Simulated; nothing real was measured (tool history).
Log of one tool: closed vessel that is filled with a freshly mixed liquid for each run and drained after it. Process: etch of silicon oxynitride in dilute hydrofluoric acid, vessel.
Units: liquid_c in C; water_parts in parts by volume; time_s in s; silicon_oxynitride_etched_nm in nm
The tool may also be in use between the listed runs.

run 1 hour=0.0 | liquid_c=24.0 water_parts=65 time_s=870 | silicon_oxynitride_etched_nm=56.337
run 2 hour=6.3 | liquid_c=24.0 water_parts=65 time_s=940 | silicon_oxynitride_etched_nm=60.906
run 3 hour=8.4 | liquid_c=24.0 water_parts=65 time_s=870 | silicon_oxynitride_etched_nm=56.363
run 4 hour=15.3 | liquid_c=24.0 water_parts=85 time_s=870 | silicon_oxynitride_etched_nm=42.428
run 5 hour=20.3 | liquid_c=25.0 water_parts=85 time_s=870 | silicon_oxynitride_etched_nm=44.611
run 6 hour=27.6 | liquid_c=25.0 water_parts=85 time_s=870 | silicon_oxynitride_etched_nm=44.339
run 7 hour=31.7 | liquid_c=25.5 water_parts=85 time_s=870 | silicon_oxynitride_etched_nm=45.639

Run 8 comes next. What will it give?
run 8 hour=32.3 | liquid_c=25.5 water_parts=85 time_s=870 | silicon_oxynitride_etched_nm=?

silicon_oxynitride_etched_nm: 45.298 nm
